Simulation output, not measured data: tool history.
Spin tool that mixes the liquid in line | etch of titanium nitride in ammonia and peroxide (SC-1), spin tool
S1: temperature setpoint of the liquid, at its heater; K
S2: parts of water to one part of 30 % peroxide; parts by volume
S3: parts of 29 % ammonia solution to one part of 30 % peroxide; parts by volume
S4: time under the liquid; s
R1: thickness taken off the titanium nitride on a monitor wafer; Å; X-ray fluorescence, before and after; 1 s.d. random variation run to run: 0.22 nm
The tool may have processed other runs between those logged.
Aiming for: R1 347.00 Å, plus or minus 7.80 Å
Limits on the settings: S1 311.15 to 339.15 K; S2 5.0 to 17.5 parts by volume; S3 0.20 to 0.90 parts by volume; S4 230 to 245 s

run	hour	S1	S2	S3	S4	R1
1	0.0	323.15	9.5	0.50	230	150.95
2	6.0	323.15	7.5	0.50	230	169.13
3	14.0	323.15	11.0	0.50	230	142.17
4	15.2	323.15	8.5	0.50	230	161.67
5	20.5	323.15	8.5	0.45	230	158.47
6	25.0	326.15	8.5	0.45	230	195.02
7	31.1	328.15	8.5	0.45	230	220.84
8	39.6	329.65	8.5	0.45	230	242.46
9	46.0	331.15	8.5	0.45	230	268.14
10	48.5	332.15	8.5	0.45	230	290.42
11	55.6	332.65	8.5	0.45	230	298.10
12	58.1	333.15	8.5	0.45	230	311.86
13	61.0	333.65	8.5	0.45	230	317.26

Exactly one of the 5 candidate moves below puts every result within its allowed miss. Which one?
A	63.9	330.65	6.5	0.35	245	?
B	63.9	333.65	8.0	0.40	245	?
C	63.9	330.15	5.0	0.60	245	?
D	63.9	329.65	6.5	0.45	230	?
E	63.9	332.65	9.0	0.50	230	?

move	R1
A	305.39
B	343.10
C	365.08
D	279.87
E	295.16
A: its largest miss is bigger than the last run's
B: every result lands within tolerance
C: pushes the last run's worst result past its target
D: its largest miss is bigger than the last run's
E: its largest miss is bigger than the last run's
B is the move that brings every result within its allowed miss.
